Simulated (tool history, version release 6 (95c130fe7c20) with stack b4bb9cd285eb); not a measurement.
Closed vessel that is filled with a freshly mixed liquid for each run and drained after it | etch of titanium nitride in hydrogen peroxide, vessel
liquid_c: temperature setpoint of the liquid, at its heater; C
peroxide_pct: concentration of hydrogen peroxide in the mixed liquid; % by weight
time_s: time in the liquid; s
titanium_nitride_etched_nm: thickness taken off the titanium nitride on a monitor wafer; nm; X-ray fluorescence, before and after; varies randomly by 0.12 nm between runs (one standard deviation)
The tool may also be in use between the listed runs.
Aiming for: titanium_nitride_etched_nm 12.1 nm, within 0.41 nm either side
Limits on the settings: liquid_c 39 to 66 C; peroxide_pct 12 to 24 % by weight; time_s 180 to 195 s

{"run": 1, "day": 0.0, "liquid_c": 55, "peroxide_pct": 16, "time_s": 180, "titanium_nitride_etched_nm": 15.56}
{"run": 2, "day": 0.338, "liquid_c": 55, "peroxide_pct": 17.5, "time_s": 180, "titanium_nitride_etched_nm": 16.296}
{"run": 3, "day": 0.708, "liquid_c": 54.5, "peroxide_pct": 17.5, "time_s": 180, "titanium_nitride_etched_nm": 15.415}
{"run": 4, "day": 0.833, "liquid_c": 61, "peroxide_pct": 17.5, "time_s": 180, "titanium_nitride_etched_nm": 24.658}
{"run": 5, "day": 1.1, "liquid_c": 59.5, "peroxide_pct": 17.5, "time_s": 180, "titanium_nitride_etched_nm": 22.126}
{"run": 6, "day": 1.2, "liquid_c": 58, "peroxide_pct": 17.5, "time_s": 180, "titanium_nitride_etched_nm": 19.698}
{"run": 7, "day": 1.304, "liquid_c": 50, "peroxide_pct": 17, "time_s": 180, "titanium_nitride_etched_nm": 11.168}
{"run": 8, "day": 1.379, "liquid_c": 50.5, "peroxide_pct": 17, "time_s": 180, "titanium_nitride_etched_nm": 11.445}

Which one of the following 4 next-run settings gets every result inside its allowed miss? There is exactly one.
{"run": "A", "day": 1.454, "liquid_c": 49.5, "peroxide_pct": 19, "time_s": 195, "titanium_nitride_etched_nm": "?"}
{"run": "B", "day": 1.454, "liquid_c": 51.5, "peroxide_pct": 15, "time_s": 195, "titanium_nitride_etched_nm": "?"}
{"run": "C", "day": 1.454, "liquid_c": 52, "peroxide_pct": 22, "time_s": 180, "titanium_nitride_etched_nm": "?"}
{"run": "D", "day": 1.454, "liquid_c": 49.5, "peroxide_pct": 19, "time_s": 180, "titanium_nitride_etched_nm": "?"}

move=A titanium_nitride_etched_nm=11.842
move=B titanium_nitride_etched_nm=13.003
move=C titanium_nitride_etched_nm=13.505
move=D titanium_nitride_etched_nm=10.931
A: each result inside its tolerance
B: carries the result that was furthest off beyond its target, to the other side
C: carries the result that was furthest off beyond its target, to the other side
D: moves away from the targets compared with the last run
Move A is the one to make.
